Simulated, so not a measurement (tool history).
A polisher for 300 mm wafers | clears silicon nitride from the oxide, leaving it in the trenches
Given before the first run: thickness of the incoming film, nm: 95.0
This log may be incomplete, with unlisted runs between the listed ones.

run,hour,flow of slurry (ml/min),pressure of the wafer on the pad (psi),speed of the pad under the wafer (m/s),overpolish time after the end point (s),time until the end point was called (s)
1,0.0,165,3.0,1.14,14,73.749
2,6.4,165,3.0,1.14,11,74.449
3,14.0,165,3.0,1.14,14,74.382
4,17.2,170,3.1,1.14,14,70.339
5,22.3,180,3.2,1.14,14,69.438
6,30.1,180,3.2,1.00,14,79.204
7,38.3,180,3.4,1.00,14,72.229
8,46.7,180,3.5,1.00,14,69.928

The next listed run, before its measurement:
9,54.9,205,4.2,1.00,14,?

{"run 9": {"time until the end point was called (s)": 58.424}}

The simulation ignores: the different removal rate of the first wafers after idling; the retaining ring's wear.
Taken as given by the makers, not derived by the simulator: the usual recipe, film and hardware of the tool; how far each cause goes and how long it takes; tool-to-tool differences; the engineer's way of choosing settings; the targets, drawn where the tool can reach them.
